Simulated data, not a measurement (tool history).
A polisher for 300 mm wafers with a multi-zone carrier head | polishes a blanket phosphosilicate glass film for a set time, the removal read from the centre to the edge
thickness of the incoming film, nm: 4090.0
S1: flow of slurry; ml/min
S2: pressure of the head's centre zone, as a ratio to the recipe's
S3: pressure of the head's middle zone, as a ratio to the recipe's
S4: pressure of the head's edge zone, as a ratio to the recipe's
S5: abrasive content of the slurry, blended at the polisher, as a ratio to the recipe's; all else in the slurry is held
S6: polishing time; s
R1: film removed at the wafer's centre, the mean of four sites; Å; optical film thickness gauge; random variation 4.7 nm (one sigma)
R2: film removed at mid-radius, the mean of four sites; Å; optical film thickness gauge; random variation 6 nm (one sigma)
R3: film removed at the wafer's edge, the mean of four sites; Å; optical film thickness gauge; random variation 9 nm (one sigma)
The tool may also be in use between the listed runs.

| run | day | S1 | S2 | S3 | S4 | S5 | S6 | R1 | R2 | R3 |
|---|---|---|---|---|---|---|---|---|---|---|
| 1 | 0.000 | 130 | 1.00 | 1.00 | 1.00 | 1.0 | 79 | 6893.1 | 6857.3 | 6765.1 |
| 2 | 0.125 | 105 | 1.00 | 1.00 | 1.00 | 1.0 | 79 | 6484.0 | 6463.5 | 6518.4 |
| 3 | 0.212 | 110 | 1.00 | 1.01 | 0.98 | 1.0 | 79 | 6562.2 | 6572.2 | 6405.4 |
| 4 | 0.350 | 110 | 1.00 | 1.01 | 1.02 | 1.0 | 79 | 6466.5 | 6609.1 | 6568.7 |
| 5 | 0.617 | 115 | 1.00 | 1.02 | 1.01 | 1.0 | 79 | 6655.7 | 6777.9 | 6483.1 |
| 6 | 0.950 | 105 | 1.00 | 1.02 | 1.01 | 1.0 | 79 | 6504.6 | 6621.2 | 6545.6 |
| 7 | 1.250 | 110 | 1.00 | 1.03 | 1.00 | 1.0 | 79 | 6597.3 | 6784.6 | 6673.9 |
| 8 | 1.300 | 145 | 1.07 | 1.13 | 0.90 | 0.8 | 79 | 6894.1 | 7190.8 | 6038.6 |
| 9 | 1.450 | 150 | 1.07 | 1.13 | 0.90 | 0.8 | 79 | 7000.8 | 7257.6 | 6143.8 |

Forecast run 10:
| 10 | 1.588 | 150 | 1.07 | 1.13 | 0.90 | 0.8 | 79 | ? | ? | ? |

R1: 7005.5 Å
R2: 7235.4 Å
R3: 6044.1 Å
